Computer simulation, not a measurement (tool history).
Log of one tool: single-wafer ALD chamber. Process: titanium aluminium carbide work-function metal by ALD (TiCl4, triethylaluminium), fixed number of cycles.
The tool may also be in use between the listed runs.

run,hour,heater temperature setpoint (°C),triethylaluminium pulse time (s),mean film thickness on the monitor wafer (nm)
1,0,295,8.5,1.7752
2,0.7,293,8.34,1.7262
3,2,298,8.34,1.7859
4,9.5,296,8.23,1.7552
5,11.7,295,8.14,1.7607
# hour 12.8: triethylaluminium bottle replaced
6,12.8,295,10.2,1.8948
7,18.6,293,10.01,1.8836

Forecast run 8:
8,23,292,9.72,?

{"run 8": {"mean film thickness on the monitor wafer (nm)": 1.8645}}
